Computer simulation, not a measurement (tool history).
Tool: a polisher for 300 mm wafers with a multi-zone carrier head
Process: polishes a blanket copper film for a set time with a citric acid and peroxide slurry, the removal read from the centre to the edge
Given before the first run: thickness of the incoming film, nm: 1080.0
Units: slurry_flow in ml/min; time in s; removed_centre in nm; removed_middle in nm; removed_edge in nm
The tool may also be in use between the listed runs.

Run 1, hour 0: slurry_flow 215 ml/min, centre_zone 1, middle_zone 1, edge_zone 1, slurry_solids 1, time 76 s. Result: removed_centre 298.28 nm, removed_middle 287.91 nm, removed_edge 286.19 nm.
Run 2, hour 3.9: slurry_flow 200 ml/min, centre_zone 0.99, middle_zone 0.96, edge_zone 0.99, slurry_solids 0.95, time 76 s. Result: removed_centre 293.08 nm, removed_middle 267.49 nm, removed_edge 277.97 nm.
Run 3, hour 10.2: slurry_flow 200 ml/min, centre_zone 0.99, middle_zone 1.02, edge_zone 0.99, slurry_solids 0.95, time 76 s. Result: removed_centre 290.8 nm, removed_middle 280.44 nm, removed_edge 282.06 nm.
Run 4, hour 11.2: slurry_flow 200 ml/min, centre_zone 0.91, middle_zone 1.02, edge_zone 0.99, slurry_solids 0.95, time 76 s. Result: removed_centre 267.85 nm, removed_middle 280.28 nm, removed_edge 278.99 nm.
Run 5, hour 18.7: slurry_flow 200 ml/min, centre_zone 0.91, middle_zone 1.02, edge_zone 1.03, slurry_solids 0.95, time 76 s. Result: removed_centre 268.57 nm, removed_middle 284.9 nm, removed_edge 284.6 nm.
Run 6, hour 24.7: slurry_flow 170 ml/min, centre_zone 0.91, middle_zone 1.02, edge_zone 1.03, slurry_solids 0.95, time 76 s. Result: removed_centre 258.05 nm, removed_middle 275.57 nm, removed_edge 280.66 nm.
Run 7, hour 30.6: slurry_flow 160 ml/min, centre_zone 0.93, middle_zone 0.98, edge_zone 1.02, slurry_solids 0.95, time 76 s. Result: removed_centre 262.82 nm, removed_middle 264.85 nm, removed_edge 273.89 nm.

Forecast run 8:
Run 8, hour 33.4: slurry_flow 140 ml/min, centre_zone 0.96, middle_zone 0.88, edge_zone 1.04, slurry_solids 0.9, time 76 s. Result: removed_centre ?, removed_middle ?, removed_edge ?.

Run 8 produced removed_centre 255.62 nm, removed_middle 229.08 nm, removed_edge 266.64 nm.
